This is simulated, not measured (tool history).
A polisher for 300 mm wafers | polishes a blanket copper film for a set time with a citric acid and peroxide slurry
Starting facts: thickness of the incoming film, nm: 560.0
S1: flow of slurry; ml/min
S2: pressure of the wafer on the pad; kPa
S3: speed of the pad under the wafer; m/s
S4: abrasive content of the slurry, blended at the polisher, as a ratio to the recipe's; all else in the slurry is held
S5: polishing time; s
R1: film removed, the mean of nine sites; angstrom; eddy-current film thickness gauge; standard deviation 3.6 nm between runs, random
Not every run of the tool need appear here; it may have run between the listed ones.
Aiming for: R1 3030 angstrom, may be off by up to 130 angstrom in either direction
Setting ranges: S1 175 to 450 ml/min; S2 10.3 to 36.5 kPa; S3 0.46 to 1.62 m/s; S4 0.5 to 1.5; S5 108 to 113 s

Run 1, hour 0: S1 290 ml/min, S2 23.4 kPa, S3 1.04 m/s, S4 1, S5 108 s. Result: R1 2390.3 angstrom.
Run 2, hour 8.5: S1 290 ml/min, S2 25.5 kPa, S3 1.04 m/s, S4 1, S5 108 s. Result: R1 2556.7 angstrom.
Run 3, hour 9.6: S1 290 ml/min, S2 25.5 kPa, S3 1.04 m/s, S4 1, S5 113 s. Result: R1 2688.1 angstrom.
Run 4, hour 15.8: S1 290 ml/min, S2 25.5 kPa, S3 1.04 m/s, S4 1, S5 113 s. Result: R1 2706.1 angstrom.
Run 5, hour 21: S1 290 ml/min, S2 25.5 kPa, S3 1.04 m/s, S4 1, S5 108 s. Result: R1 2552.4 angstrom.
Run 6, hour 24.3: S1 290 ml/min, S2 25.5 kPa, S3 1.04 m/s, S4 1.15, S5 108 s. Result: R1 2596.7 angstrom.
Run 7, hour 26.4: S1 290 ml/min, S2 26.9 kPa, S3 1.04 m/s, S4 1.15, S5 108 s. Result: R1 2745.2 angstrom.
Run 8, hour 29.8: S1 290 ml/min, S2 27.6 kPa, S3 1.04 m/s, S4 1.15, S5 108 s. Result: R1 2803.3 angstrom.
Run 9, hour 35.7: S1 290 ml/min, S2 28.3 kPa, S3 1.04 m/s, S4 1.15, S5 108 s. Result: R1 2766.5 angstrom.

Exercise: of the 5 proposed moves below, exactly one satisfies all targets within the stated allowed misses. Which move is it?
Run A, hour 41.6: S1 300 ml/min, S2 30.3 kPa, S3 0.9 m/s, S4 1.2, S5 109 s. Result: R1 ?.
Run B, hour 41.6: S1 250 ml/min, S2 24.8 kPa, S3 1 m/s, S4 1.1, S5 113 s. Result: R1 ?.
Run C, hour 41.6: S1 300 ml/min, S2 28.3 kPa, S3 1.06 m/s, S4 1.1, S5 113 s. Result: R1 ?.
Run D, hour 41.6: S1 245 ml/min, S2 26.9 kPa, S3 1.08 m/s, S4 1.15, S5 108 s. Result: R1 ?.
Run E, hour 41.6: S1 270 ml/min, S2 24.8 kPa, S3 1.04 m/s, S4 1.2, S5 113 s. Result: R1 ?.

move      R1
   A  2617.8
   B  2508.8
   C  2968.1
   D  2754.2
   E  2672.3
A: the biggest miss grows against the last run
B: the biggest miss grows against the last run
C: meets every target
D: roughly where the last run was
E: the biggest miss grows against the last run
Answer: C
